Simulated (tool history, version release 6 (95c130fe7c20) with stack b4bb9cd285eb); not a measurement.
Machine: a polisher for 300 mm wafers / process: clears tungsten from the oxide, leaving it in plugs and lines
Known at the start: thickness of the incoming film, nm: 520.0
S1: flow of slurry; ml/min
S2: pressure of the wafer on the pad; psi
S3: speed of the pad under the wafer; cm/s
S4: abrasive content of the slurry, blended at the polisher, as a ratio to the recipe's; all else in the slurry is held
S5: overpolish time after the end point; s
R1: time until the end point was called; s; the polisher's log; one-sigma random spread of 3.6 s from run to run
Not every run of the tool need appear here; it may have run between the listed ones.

run  hour   S1   S2   S3   S4  S5      R1
  1   0.0  265  3.0  132  1.0   8  119.88
  2   5.2  265  2.5  120  1.0   8  153.22
  3  13.8  265  2.5  120  1.0   8  153.71
  4  19.1  265  2.5  140  1.0   8  129.21
  5  19.9  260  2.1  124  1.0   8  175.76
  6  24.5  260  2.1  124  1.0   8  175.12
  7  26.6  255  1.9  118  1.0   8  198.98
  8  33.6  250  1.7  114  1.0   8  233.19
  9  40.1  250  1.7  114  1.0   8  226.91
 10  41.9  250  1.4  104  1.0   8  305.55

For run 11, what comes out?
 11  48.2  250  1.5  104  1.0   8   ?

{"run 11": {"R1": 290.16}}

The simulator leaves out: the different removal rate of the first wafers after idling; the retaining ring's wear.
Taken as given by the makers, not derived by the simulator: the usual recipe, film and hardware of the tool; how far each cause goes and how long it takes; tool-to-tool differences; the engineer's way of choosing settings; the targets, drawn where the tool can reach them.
